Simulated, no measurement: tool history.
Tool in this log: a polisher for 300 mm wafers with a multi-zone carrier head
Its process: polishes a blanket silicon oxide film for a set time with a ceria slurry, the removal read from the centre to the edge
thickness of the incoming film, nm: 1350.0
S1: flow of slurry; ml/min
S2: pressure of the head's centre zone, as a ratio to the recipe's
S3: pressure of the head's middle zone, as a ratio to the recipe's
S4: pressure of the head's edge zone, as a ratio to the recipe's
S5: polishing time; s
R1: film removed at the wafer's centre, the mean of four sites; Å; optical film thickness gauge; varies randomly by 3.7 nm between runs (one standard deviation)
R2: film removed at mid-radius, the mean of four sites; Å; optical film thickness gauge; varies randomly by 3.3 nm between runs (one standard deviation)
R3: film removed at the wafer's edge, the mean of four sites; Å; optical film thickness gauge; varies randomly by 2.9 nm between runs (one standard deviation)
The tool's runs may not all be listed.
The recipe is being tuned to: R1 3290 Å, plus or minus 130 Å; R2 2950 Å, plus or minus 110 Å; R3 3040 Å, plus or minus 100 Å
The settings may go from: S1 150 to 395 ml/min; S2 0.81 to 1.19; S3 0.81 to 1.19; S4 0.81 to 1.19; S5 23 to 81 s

{"run": 1, "hour": 0.0, "S1": 250, "S2": 1, "S3": 1, "S4": 1, "S5": 52, "R1": 2551.2, "R2": 2611.9, "R3": 2503.2}
{"run": 2, "hour": 0.8, "S1": 260, "S2": 1.03, "S3": 1, "S4": 1.04, "S5": 53, "R1": 2766.9, "R2": 2617.1, "R3": 2678.3}
{"run": 3, "hour": 6.0, "S1": 260, "S2": 0.95, "S3": 1, "S4": 1.04, "S5": 53, "R1": 2467.1, "R2": 2717.4, "R3": 2633.4}
{"run": 4, "hour": 13.2, "S1": 275, "S2": 0.99, "S3": 1.02, "S4": 1.06, "S5": 54, "R1": 2695.5, "R2": 2740.5, "R3": 2708.2}
{"run": 5, "hour": 14.3, "S1": 240, "S2": 0.99, "S3": 1.02, "S4": 1.06, "S5": 54, "R1": 2636.8, "R2": 2725.4, "R3": 2714}
{"run": 6, "hour": 20.0, "S1": 240, "S2": 0.99, "S3": 1.02, "S4": 1.12, "S5": 54, "R1": 2631.1, "R2": 2739, "R3": 2802.2}
{"run": 7, "hour": 27.9, "S1": 250, "S2": 1.02, "S3": 1.04, "S4": 1.13, "S5": 55, "R1": 2754.9, "R2": 2742.1, "R3": 2879.8}
{"run": 8, "hour": 35.5, "S1": 255, "S2": 1.04, "S3": 1.06, "S4": 1.12, "S5": 56, "R1": 2920, "R2": 2926.3, "R3": 2901}
{"run": 9, "hour": 44.4, "S1": 260, "S2": 1.06, "S3": 1.06, "S4": 1.13, "S5": 56, "R1": 2920.2, "R2": 2901.3, "R3": 2927.4}
{"run": 10, "hour": 46.4, "S1": 265, "S2": 1.08, "S3": 1.06, "S4": 1.13, "S5": 56, "R1": 2975.9, "R2": 2941.3, "R3": 2914.5}
{"run": 11, "hour": 52.0, "S1": 270, "S2": 1.1, "S3": 1.05, "S4": 1.14, "S5": 56, "R1": 3090, "R2": 2899.2, "R3": 2926.4}
{"run": 12, "hour": 60.3, "S1": 275, "S2": 1.11, "S3": 1.05, "S4": 1.15, "S5": 56, "R1": 3113.5, "R2": 2919.3, "R3": 2908.1}

4 next moves are on the table. One of them brings every result within its allowed miss. Which?
{"run": "A", "hour": 68.6, "S1": 185, "S2": 1.02, "S3": 1.02, "S4": 1.19, "S5": 58, "R1": "?", "R2": "?", "R3": "?"}
{"run": "B", "hour": 68.6, "S1": 350, "S2": 1, "S3": 1.09, "S4": 1.11, "S5": 57, "R1": "?", "R2": "?", "R3": "?"}
{"run": "C", "hour": 68.6, "S1": 165, "S2": 1.14, "S3": 1.03, "S4": 1.17, "S5": 59, "R1": "?", "R2": "?", "R3": "?"}
{"run": "D", "hour": 68.6, "S1": 175, "S2": 1.03, "S3": 1.16, "S4": 1.11, "S5": 55, "R1": "?", "R2": "?", "R3": "?"}

move=A R1=2836.5 R2=2890.5 R3=2989.1
move=B R1=2870.1 R2=3105.9 R3=2926.9
move=C R1=3198 R2=2933.8 R3=2995.2
move=D R1=2706.3 R2=2982.9 R3=2722.3
A: further off than the last run
B: further off than the last run
C: every result within its allowed miss
D: further off than the last run
Move C is the one to make.
